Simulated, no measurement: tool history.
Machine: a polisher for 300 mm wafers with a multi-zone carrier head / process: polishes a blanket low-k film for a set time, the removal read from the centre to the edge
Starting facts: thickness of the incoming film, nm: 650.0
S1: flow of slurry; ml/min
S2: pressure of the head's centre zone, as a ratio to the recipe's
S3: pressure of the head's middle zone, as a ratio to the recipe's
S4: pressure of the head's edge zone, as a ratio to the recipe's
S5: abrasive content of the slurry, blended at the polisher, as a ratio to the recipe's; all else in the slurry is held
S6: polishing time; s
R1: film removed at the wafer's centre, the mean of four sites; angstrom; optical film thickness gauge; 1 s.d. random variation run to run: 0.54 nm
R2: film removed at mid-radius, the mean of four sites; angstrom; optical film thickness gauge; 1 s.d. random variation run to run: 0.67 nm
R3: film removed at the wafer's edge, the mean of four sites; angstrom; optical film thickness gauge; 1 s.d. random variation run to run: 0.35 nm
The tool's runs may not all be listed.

{"run": 1, "hour": 0.0, "S1": 210, "S2": 1, "S3": 1, "S4": 1, "S5": 1, "S6": 76, "R1": 363.31, "R2": 357.93, "R3": 366.33}
{"run": 2, "hour": 2.0, "S1": 215, "S2": 1.01, "S3": 0.99, "S4": 1.03, "S5": 1.1, "S6": 76, "R1": 383.23, "R2": 366.73, "R3": 381.14}
{"run": 3, "hour": 9.3, "S1": 215, "S2": 1.01, "S3": 1.07, "S4": 1.03, "S5": 1.1, "S6": 76, "R1": 383.52, "R2": 390.09, "R3": 387.86}
{"run": 4, "hour": 14.3, "S1": 215, "S2": 0.93, "S3": 1.07, "S4": 1.03, "S5": 1.1, "S6": 76, "R1": 354.71, "R2": 406.76, "R3": 386.01}
{"run": 5, "hour": 19.1, "S1": 215, "S2": 0.95, "S3": 1.05, "S4": 1.05, "S5": 1.15, "S6": 77, "R1": 362.86, "R2": 405.74, "R3": 405.53}
{"run": 6, "hour": 21.3, "S1": 215, "S2": 0.95, "S3": 1.05, "S4": 1.13, "S5": 1.15, "S6": 77, "R1": 368.16, "R2": 403.92, "R3": 415.87}
{"run": 7, "hour": 25.3, "S1": 220, "S2": 0.97, "S3": 1.04, "S4": 1.14, "S5": 1.2, "S6": 78, "R1": 394.91, "R2": 416.54, "R3": 435.85}
{"run": 8, "hour": 32.7, "S1": 225, "S2": 0.99, "S3": 1.03, "S4": 1.15, "S5": 1.25, "S6": 78, "R1": 411.29, "R2": 409.76, "R3": 443.57}

What does the tool deliver on the next run?
{"run": 9, "hour": 33.7, "S1": 230, "S2": 1, "S3": 1.03, "S4": 1.16, "S5": 1.3, "S6": 79, "R1": "?", "R2": "?", "R3": "?"}

R1: 422.2 angstrom
R2: 431.44 angstrom
R3: 457.34 angstrom
